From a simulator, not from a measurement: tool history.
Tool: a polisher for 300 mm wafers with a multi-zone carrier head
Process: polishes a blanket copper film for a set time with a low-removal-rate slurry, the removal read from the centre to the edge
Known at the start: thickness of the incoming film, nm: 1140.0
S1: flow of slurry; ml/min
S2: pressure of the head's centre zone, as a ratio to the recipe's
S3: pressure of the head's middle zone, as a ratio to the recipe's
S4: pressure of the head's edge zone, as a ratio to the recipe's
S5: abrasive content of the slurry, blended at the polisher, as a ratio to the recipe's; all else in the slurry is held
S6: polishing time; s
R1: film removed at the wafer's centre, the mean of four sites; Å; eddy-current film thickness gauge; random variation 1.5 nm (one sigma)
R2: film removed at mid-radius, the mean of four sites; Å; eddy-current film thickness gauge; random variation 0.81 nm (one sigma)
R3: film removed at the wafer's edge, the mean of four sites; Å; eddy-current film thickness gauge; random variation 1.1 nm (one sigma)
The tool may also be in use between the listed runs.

run,hour,S1,S2,S3,S4,S5,S6,R1,R2,R3
1,0.0,300,1.00,1.00,1.00,1.00,88,2109.40,2143.30,2116.50
2,3.1,300,1.00,1.00,1.00,0.85,88,2008.80,2024.60,2078.00
3,3.7,300,1.00,1.00,0.97,0.85,88,2094.10,2021.10,2013.30
4,4.7,300,1.00,1.00,0.97,0.85,66,1562.20,1517.20,1546.90
5,10.6,300,1.00,1.00,0.91,0.85,66,1570.60,1514.30,1482.80
6,18.8,300,1.06,1.00,0.91,0.85,66,1611.10,1518.70,1455.90
7,26.3,295,1.03,1.01,0.90,0.80,61,1419.30,1378.10,1334.00
8,31.3,310,0.96,1.03,0.82,0.55,43,823.78,854.47,776.23

Forecast run 9:
9,38.0,310,0.97,1.04,0.86,0.55,43,?,?,?

{"run 9": {"R1": 833.99, "R2": 859.59, "R3": 793.51}}
